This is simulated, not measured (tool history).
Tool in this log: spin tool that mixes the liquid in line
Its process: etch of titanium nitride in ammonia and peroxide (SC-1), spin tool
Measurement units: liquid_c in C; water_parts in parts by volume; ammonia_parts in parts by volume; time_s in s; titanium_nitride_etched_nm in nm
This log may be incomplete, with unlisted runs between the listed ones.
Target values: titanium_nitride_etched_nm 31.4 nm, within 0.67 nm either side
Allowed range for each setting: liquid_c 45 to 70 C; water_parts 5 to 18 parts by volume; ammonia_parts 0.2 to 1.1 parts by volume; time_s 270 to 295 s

{"run": 1, "hour": 0.0, "liquid_c": 61, "water_parts": 10, "ammonia_parts": 0.6, "time_s": 270, "titanium_nitride_etched_nm": 39.07}
{"run": 2, "hour": 4.7, "liquid_c": 60, "water_parts": 10, "ammonia_parts": 0.6, "time_s": 270, "titanium_nitride_etched_nm": 37.098}
{"run": 3, "hour": 12.9, "liquid_c": 60, "water_parts": 10, "ammonia_parts": 0.4, "time_s": 270, "titanium_nitride_etched_nm": 34.034}
{"run": 4, "hour": 15.5, "liquid_c": 60, "water_parts": 8.5, "ammonia_parts": 0.4, "time_s": 270, "titanium_nitride_etched_nm": 37.128}
{"run": 5, "hour": 24.3, "liquid_c": 60, "water_parts": 8.5, "ammonia_parts": 0.4, "time_s": 295, "titanium_nitride_etched_nm": 40.859}
{"run": 6, "hour": 27.0, "liquid_c": 59, "water_parts": 8.5, "ammonia_parts": 0.4, "time_s": 295, "titanium_nitride_etched_nm": 38.24}
{"run": 7, "hour": 34.8, "liquid_c": 58, "water_parts": 8.5, "ammonia_parts": 0.4, "time_s": 295, "titanium_nitride_etched_nm": 35.632}
{"run": 8, "hour": 38.3, "liquid_c": 55.5, "water_parts": 8.5, "ammonia_parts": 0.4, "time_s": 295, "titanium_nitride_etched_nm": 30.178}

Below are 4 possible settings for the next run. Only one of them brings all results inside the allowed miss of their targets. Which is it?
{"run": "A", "hour": 41.8, "liquid_c": 56.5, "water_parts": 9, "ammonia_parts": 0.35, "time_s": 285, "titanium_nitride_etched_nm": "?"}
{"run": "B", "hour": 41.8, "liquid_c": 53.5, "water_parts": 6, "ammonia_parts": 0.35, "time_s": 280, "titanium_nitride_etched_nm": "?"}
{"run": "C", "hour": 41.8, "liquid_c": 53.5, "water_parts": 5.5, "ammonia_parts": 0.3, "time_s": 295, "titanium_nitride_etched_nm": "?"}
{"run": "D", "hour": 41.8, "liquid_c": 55.5, "water_parts": 9, "ammonia_parts": 0.45, "time_s": 290, "titanium_nitride_etched_nm": "?"}

move=A titanium_nitride_etched_nm=29.784
move=B titanium_nitride_etched_nm=29.34
move=C titanium_nitride_etched_nm=31.405
move=D titanium_nitride_etched_nm=29.628
A: further off than the last run
B: further off than the last run
C: every result lands within tolerance
D: further off than the last run
Correct choice: C, which meets every target

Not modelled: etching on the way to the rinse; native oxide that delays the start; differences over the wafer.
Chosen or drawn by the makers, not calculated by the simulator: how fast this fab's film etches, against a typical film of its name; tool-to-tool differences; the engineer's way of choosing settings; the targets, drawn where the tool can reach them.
